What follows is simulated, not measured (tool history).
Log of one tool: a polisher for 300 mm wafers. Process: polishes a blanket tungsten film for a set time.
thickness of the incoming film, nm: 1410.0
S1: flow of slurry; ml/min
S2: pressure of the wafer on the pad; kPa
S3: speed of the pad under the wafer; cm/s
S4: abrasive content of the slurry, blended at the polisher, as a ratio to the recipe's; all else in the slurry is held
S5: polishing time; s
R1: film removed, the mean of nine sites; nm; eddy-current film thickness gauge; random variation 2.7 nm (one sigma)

run  hour   S1    S2   S3   S4  S5      R1
  1   0.0  265  31.7  120  1.0  42  342.53
  2   1.8  265  31.7  134  1.0  42  379.97
  3  10.7  265  24.1  134  1.0  42  294.05
  4  16.5  265  25.5  134  1.0  42  311.33
  5  25.1  265  26.9  134  1.0  42  324.65
  6  26.4  265  27.6  134  1.0  42  332.34
  7  31.4  265  28.3  134  1.0  42  339.41
  8  33.7  265  29.0  134  1.0  42  348.23

The next listed run, before its measurement:
  9  38.7  265  29.6  134  1.0  42   ?

{"run 9": {"R1": 361.62}}
